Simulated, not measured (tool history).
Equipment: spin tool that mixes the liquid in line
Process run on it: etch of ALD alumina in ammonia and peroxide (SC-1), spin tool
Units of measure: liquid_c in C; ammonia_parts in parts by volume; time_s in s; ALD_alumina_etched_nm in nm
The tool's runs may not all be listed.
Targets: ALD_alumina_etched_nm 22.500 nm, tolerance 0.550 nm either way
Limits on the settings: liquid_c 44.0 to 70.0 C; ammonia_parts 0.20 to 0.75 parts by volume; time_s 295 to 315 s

| run | hour | liquid_c | ammonia_parts | time_s | ALD_alumina_etched_nm |
|---|---|---|---|---|---|
| 1 | 0.0 | 60.0 | 0.45 | 295 | 24.326 |
| 2 | 0.5 | 60.0 | 0.55 | 295 | 25.026 |
| 3 | 6.7 | 59.5 | 0.55 | 295 | 24.079 |
| 4 | 13.2 | 59.0 | 0.55 | 295 | 23.497 |
| 5 | 16.2 | 54.5 | 0.55 | 295 | 18.472 |
| 6 | 17.0 | 55.5 | 0.55 | 295 | 19.288 |
| 7 | 19.7 | 56.5 | 0.55 | 295 | 20.583 |
| 8 | 28.6 | 57.0 | 0.55 | 295 | 21.223 |
| 9 | 33.7 | 57.0 | 0.55 | 295 | 21.516 |
|  | 34.6 | heated supply line repaired |
| 10 | 34.6 | 57.5 | 0.55 | 295 | 25.209 |

4 next moves are on the table. One of them brings every result within its allowed miss. Which?
| A | 35.5 | 59.5 | 0.40 | 300 | ? |
| B | 35.5 | 54.0 | 0.60 | 295 | ? |
| C | 35.5 | 54.5 | 0.35 | 315 | ? |
| D | 35.5 | 58.0 | 0.70 | 315 | ? |

| move | ALD_alumina_etched_nm |
|---|---|
| A | 28.198 |
| B | 21.587 |
| C | 22.496 |
| D | 28.883 |
A: further off than the last run
B: takes the biggest miss from the last run beyond its target
C: meets every target
D: further off than the last run
The right move is C.
